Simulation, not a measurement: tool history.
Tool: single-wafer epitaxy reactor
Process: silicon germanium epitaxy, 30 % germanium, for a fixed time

run  hour  wafer temperature setpoint (pyrometer-controlled) (°C)  chamber pressure (Torr)  mean film thickness on the monitor wafer (angstrom)
  1   0.0                                                     575                     25.2                                               389.99
  2   3.3                                                     579                     25.2                                               415.16
  3   7.2                                                     579                     21.6                                               390.19
  4   8.5                                                     579                     17.9                                               356.81
  5  14.9                                                     579                     15.5                                               332.93
  6  19.4                                                     579                     15.1                                               325.83
  7  22.2                                                     582                     16.1                                               356.16

Run 8 comes next. What will it give?
  8  27.3                                                     585                     17.1                                                    ?

mean film thickness on the monitor wafer (angstrom): 389.95
